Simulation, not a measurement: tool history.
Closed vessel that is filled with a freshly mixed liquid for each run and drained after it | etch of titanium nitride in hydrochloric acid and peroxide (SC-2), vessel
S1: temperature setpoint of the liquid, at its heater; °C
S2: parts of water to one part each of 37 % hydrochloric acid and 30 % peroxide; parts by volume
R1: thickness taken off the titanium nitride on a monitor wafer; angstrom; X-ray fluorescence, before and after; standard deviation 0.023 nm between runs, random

Run 1, hour 0.0: S1 64.0 °C, S2 12.0 parts by volume, time in the liquid (s) 210. Result: R1 97.152 angstrom.
Run 2, hour 6.7: S1 64.0 °C, S2 12.0 parts by volume, time in the liquid (s) 210. Result: R1 96.516 angstrom.
Run 3, hour 11.5: S1 64.0 °C, S2 12.0 parts by volume, time in the liquid (s) 210. Result: R1 97.931 angstrom.
Run 4, hour 18.7: S1 64.0 °C, S2 12.0 parts by volume, time in the liquid (s) 210. Result: R1 97.386 angstrom.
Run 5, hour 25.8: S1 64.0 °C, S2 12.0 parts by volume, time in the liquid (s) 225. Result: R1 104.330 angstrom.
Run 6, hour 34.6: S1 58.5 °C, S2 12.5 parts by volume, time in the liquid (s) 225. Result: R1 71.699 angstrom.
Run 7, hour 43.1: S1 55.0 °C, S2 12.5 parts by volume, time in the liquid (s) 225. Result: R1 57.377 angstrom.

Estimate the outcome of run 8 from the log above:
Run 8, hour 48.6: S1 52.5 °C, S2 12.5 parts by volume, time in the liquid (s) 225. Result: R1 ?.

{"run 8": {"R1": 48.654}}
